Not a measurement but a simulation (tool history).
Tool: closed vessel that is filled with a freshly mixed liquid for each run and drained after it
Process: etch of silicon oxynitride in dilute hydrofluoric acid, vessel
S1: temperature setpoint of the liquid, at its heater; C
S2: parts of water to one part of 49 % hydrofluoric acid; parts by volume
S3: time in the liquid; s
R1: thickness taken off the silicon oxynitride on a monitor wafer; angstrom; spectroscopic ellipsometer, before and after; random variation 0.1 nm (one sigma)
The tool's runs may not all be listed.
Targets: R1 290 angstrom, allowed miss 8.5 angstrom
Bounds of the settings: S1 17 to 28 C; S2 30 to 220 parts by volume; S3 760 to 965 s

run	day	S1	S2	S3	R1
1	0	20	125	965	140.48
2	0.038	20	125	760	111.56
3	0.312	20	165	760	82.107
4	0.612	21.5	165	760	88.092
5	0.771	21.5	150	760	97.458
6	0.938	22.5	130	765	120.91
7	1.025	23.5	115	770	145.88
8	1.196	24	105	770	165.42
9	1.412	24.5	100	770	178.1
10	1.496	25	95	770	194.3

5 next moves are on the table. One of them brings every result within its allowed miss. Which?
A	1.579	23	135	800	?
B	1.579	24.5	85	965	?
C	1.579	24.5	75	925	?
D	1.579	25	75	965	?
E	1.579	24.5	155	930	?

move	R1
A	124.21
B	266.04
C	291.52
D	311.46
E	132.66
A: further off than the last run
B: nearer than the last run, and not there yet
C: meets every target
D: takes the result that was furthest off past its target
E: further off than the last run
Answer: C
